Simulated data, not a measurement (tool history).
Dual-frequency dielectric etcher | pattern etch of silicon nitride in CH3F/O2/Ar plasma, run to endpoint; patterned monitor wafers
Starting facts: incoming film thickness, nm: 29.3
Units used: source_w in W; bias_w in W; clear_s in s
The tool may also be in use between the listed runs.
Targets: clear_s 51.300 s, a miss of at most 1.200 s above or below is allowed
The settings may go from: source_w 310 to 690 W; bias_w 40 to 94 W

run    day  source_w  bias_w  clear_s
  1  0.000       500      67   40.913
  2  0.300       440      61   44.101
  3  0.446       400      61   45.506
  4  0.717       400      66   43.617
  5  0.779       480      66   41.753
  6  0.971       480      56   44.349
  7  1.050       440      53   47.566
  8  1.150       410      52   48.316
  9  1.388       390      51   50.218

5 candidate next runs follow, results not yet known. Just one meets every target within its allowed miss. Identify it.
  A  1.625       370      61        ?
  B  1.625       370      55        ?
  C  1.625       340      58        ?
  D  1.625       400      53        ?
  E  1.625       410      46        ?

move  clear_s
   A   46.115
   B   48.373
   C   48.370
   D   48.078
   E   50.960
A: moves away from the targets compared with the last run
B: moves away from the targets compared with the last run
C: moves away from the targets compared with the last run
D: moves away from the targets compared with the last run
E: all results in spec
Correct choice: E, which meets every target
